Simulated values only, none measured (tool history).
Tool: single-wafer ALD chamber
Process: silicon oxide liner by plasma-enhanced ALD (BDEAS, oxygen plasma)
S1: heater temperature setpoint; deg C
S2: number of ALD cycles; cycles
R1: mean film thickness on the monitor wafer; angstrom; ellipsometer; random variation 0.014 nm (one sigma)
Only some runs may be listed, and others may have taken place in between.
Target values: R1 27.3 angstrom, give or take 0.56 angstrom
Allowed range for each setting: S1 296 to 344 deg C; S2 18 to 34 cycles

run 1 hour=0 | S1=320 S2=26 | R1=22.711
run 2 hour=3.9 | S1=320 S2=27 | R1=23.543
run 3 hour=8.3 | S1=320 S2=24 | R1=20.894
run 4 hour=12.9 | S1=320 S2=26 | R1=22.77
run 5 hour=15.7 | S1=320 S2=24 | R1=21.06
run 6 hour=17 | S1=319 S2=26 | R1=22.672
run 7 hour=17.8 | S1=319 S2=27 | R1=23.696
run 8 hour=18.6 | S1=318 S2=28 | R1=24.471
run 9 hour=22.1 | S1=318 S2=29 | R1=25.636

Which of these 5 next moves meets every target?
run A hour=25.6 | S1=330 S2=33 | R1=?
run B hour=25.6 | S1=331 S2=27 | R1=?
run C hour=25.6 | S1=319 S2=31 | R1=?
run D hour=25.6 | S1=318 S2=28 | R1=?
run E hour=25.6 | S1=316 S2=27 | R1=?

move=A R1=28.311
move=B R1=23.129
move=C R1=27.033
move=D R1=24.453
move=E R1=23.649
A: moves the result that the last run missed by most past its target, out the other side
B: lands further from the targets than the last run did
C: meets every target
D: lands further from the targets than the last run did
E: lands further from the targets than the last run did
Go with C: it meets all targets.
